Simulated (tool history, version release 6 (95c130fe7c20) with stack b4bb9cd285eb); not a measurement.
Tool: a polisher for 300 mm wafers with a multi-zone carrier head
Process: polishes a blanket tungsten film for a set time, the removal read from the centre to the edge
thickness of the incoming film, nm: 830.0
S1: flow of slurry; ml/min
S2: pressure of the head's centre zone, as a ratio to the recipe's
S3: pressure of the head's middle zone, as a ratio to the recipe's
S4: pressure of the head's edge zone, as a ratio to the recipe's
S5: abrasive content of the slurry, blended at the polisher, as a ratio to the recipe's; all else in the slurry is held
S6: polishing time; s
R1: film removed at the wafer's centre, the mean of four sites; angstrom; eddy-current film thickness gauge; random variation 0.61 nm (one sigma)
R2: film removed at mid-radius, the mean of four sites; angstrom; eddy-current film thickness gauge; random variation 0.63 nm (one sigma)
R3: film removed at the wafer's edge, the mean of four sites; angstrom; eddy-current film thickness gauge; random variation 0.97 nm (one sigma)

| run | day | S1 | S2 | S3 | S4 | S5 | S6 | R1 | R2 | R3 |
|---|---|---|---|---|---|---|---|---|---|---|
| 1 | 0 | 245 | 1 | 1 | 1 | 1 | 44 | 1640.5 | 1640.3 | 1634.9 |
| 2 | 0.146 | 245 | 0.95 | 1 | 1 | 1 | 44 | 1566.4 | 1655.6 | 1630.4 |
| 3 | 0.404 | 245 | 0.94 | 1 | 0.95 | 0.85 | 39 | 1360.8 | 1420.8 | 1410.8 |
| 4 | 0.696 | 245 | 0.94 | 1 | 0.95 | 0.85 | 46 | 1590.3 | 1666.8 | 1640.6 |
| 5 | 1 | 245 | 0.89 | 1 | 0.95 | 0.85 | 46 | 1528.3 | 1672.2 | 1645.3 |
| 6 | 1.354 | 245 | 0.91 | 1.03 | 0.91 | 0.75 | 40 | 1327.8 | 1447.1 | 1405.4 |

Forecast run 7:
| 7 | 1.65 | 250 | 0.93 | 1.07 | 0.88 | 0.7 | 35 | ? | ? | ? |

R1: 1173.1 angstrom
R2: 1307.9 angstrom
R3: 1175.5 angstrom
